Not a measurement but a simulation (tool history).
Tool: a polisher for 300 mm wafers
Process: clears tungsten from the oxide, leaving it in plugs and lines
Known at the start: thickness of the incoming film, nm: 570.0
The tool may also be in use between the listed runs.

run	hour	flow of slurry (ml/min)	pressure of the wafer on the pad (kPa)	speed of the pad under the wafer (cm/s)	abrasive content of the slurry	overpolish time after the end point (s)	time until the end point was called (s)
1	0	155	29.6	96	1	6	117.77
2	1.9	155	28.3	96	1	6	119.7
3	7.3	155	26.9	96	1	6	126.15
4	11.7	155	26.9	104	1	6	117.04
5	16.4	155	26.9	104	0.85	6	122.58
6	24.6	155	25.5	104	0.85	6	127.78

Forecast run 7:
7	31.3	155	25.5	104	0.85	6	?

{"run 7": {"time until the end point was called (s)": 124.75}}

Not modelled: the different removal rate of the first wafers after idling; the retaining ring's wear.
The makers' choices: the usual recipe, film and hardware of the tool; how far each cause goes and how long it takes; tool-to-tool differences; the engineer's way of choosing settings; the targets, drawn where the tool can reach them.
